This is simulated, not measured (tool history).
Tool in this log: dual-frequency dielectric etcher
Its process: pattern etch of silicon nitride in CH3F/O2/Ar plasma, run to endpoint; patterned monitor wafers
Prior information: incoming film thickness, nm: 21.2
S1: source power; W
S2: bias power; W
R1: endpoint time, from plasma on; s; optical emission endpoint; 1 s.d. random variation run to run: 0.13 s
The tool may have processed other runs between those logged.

| run | hour | S1 | S2 | R1 |
|---|---|---|---|---|
| 1 | 0.0 | 480 | 93 | 27.919 |
| 2 | 4.6 | 480 | 107 | 26.671 |
| 3 | 10.0 | 430 | 107 | 27.246 |
| 4 | 15.1 | 470 | 109 | 26.336 |
| 5 | 15.8 | 470 | 93 | 28.281 |
| 6 | 16.5 | 470 | 81 | 29.373 |
| 7 | 20.8 | 520 | 86 | 27.722 |
| 8 | 29.5 | 560 | 87 | 27.460 |

What does the tool deliver on the next run?
| 9 | 31.1 | 590 | 92 | ? |

{"run 9": {"R1": 26.363}}
